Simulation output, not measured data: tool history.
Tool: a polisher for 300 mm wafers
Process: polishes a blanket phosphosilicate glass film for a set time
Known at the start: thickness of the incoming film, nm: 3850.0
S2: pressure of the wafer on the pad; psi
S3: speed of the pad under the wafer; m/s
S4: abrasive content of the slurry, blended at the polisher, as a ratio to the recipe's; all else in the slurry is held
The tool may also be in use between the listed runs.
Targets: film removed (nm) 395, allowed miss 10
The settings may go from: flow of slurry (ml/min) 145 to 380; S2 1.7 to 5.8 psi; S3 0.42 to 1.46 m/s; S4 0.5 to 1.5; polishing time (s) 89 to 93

run 1 day=0 | flow_of_slurry_(ml/min)=245 S2=3.7 S3=0.94 S4=1 polishing_time_(s)=89 | film_removed_(nm)=927.92
run 2 day=0.125 | flow_of_slurry_(ml/min)=245 S2=3.5 S3=0.9 S4=1 polishing_time_(s)=89 | film_removed_(nm)=834.16
run 3 day=0.258 | flow_of_slurry_(ml/min)=245 S2=2.6 S3=0.9 S4=1 polishing_time_(s)=89 | film_removed_(nm)=634.28
run 4 day=0.329 | flow_of_slurry_(ml/min)=245 S2=2.6 S3=1 S4=1 polishing_time_(s)=89 | film_removed_(nm)=688.58
run 5 day=0.65 | flow_of_slurry_(ml/min)=245 S2=2.6 S3=1.14 S4=1 polishing_time_(s)=89 | film_removed_(nm)=761.17
run 6 day=0.992 | flow_of_slurry_(ml/min)=245 S2=2.5 S3=1.08 S4=1 polishing_time_(s)=89 | film_removed_(nm)=699.85
run 7 day=1.229 | flow_of_slurry_(ml/min)=225 S2=1.7 S3=0.82 S4=0.95 polishing_time_(s)=89 | film_removed_(nm)=377.08
run 8 day=1.554 | flow_of_slurry_(ml/min)=230 S2=1.7 S3=0.82 S4=0.95 polishing_time_(s)=89 | film_removed_(nm)=379.88
run 9 day=1.612 | flow_of_slurry_(ml/min)=235 S2=1.7 S3=0.82 S4=0.95 polishing_time_(s)=89 | film_removed_(nm)=375.1
run 10 day=1.804 | flow_of_slurry_(ml/min)=235 S2=1.9 S3=0.82 S4=0.95 polishing_time_(s)=89 | film_removed_(nm)=416.08
run 11 day=2.046 | flow_of_slurry_(ml/min)=230 S2=1.9 S3=0.82 S4=0.95 polishing_time_(s)=89 | film_removed_(nm)=412.53
run 12 day=2.225 | flow_of_slurry_(ml/min)=225 S2=1.9 S3=0.82 S4=0.95 polishing_time_(s)=89 | film_removed_(nm)=417.12

Which of these 4 next moves meets every target?
run A day=2.404 | flow_of_slurry_(ml/min)=220 S2=2 S3=0.82 S4=1 polishing_time_(s)=93 | film_removed_(nm)=?
run B day=2.404 | flow_of_slurry_(ml/min)=340 S2=2.4 S3=0.56 S4=1.05 polishing_time_(s)=90 | film_removed_(nm)=?
run C day=2.404 | flow_of_slurry_(ml/min)=255 S2=2 S3=0.74 S4=0.85 polishing_time_(s)=93 | film_removed_(nm)=?
run D day=2.404 | flow_of_slurry_(ml/min)=145 S2=1.9 S3=0.96 S4=0.85 polishing_time_(s)=92 | film_removed_(nm)=?

move=A film_removed_(nm)=475.84
move=B film_removed_(nm)=431
move=C film_removed_(nm)=392.78
move=D film_removed_(nm)=433.07
A: further off than the last run
B: further off than the last run
C: meets every target
D: further off than the last run
Move C is the one to make.

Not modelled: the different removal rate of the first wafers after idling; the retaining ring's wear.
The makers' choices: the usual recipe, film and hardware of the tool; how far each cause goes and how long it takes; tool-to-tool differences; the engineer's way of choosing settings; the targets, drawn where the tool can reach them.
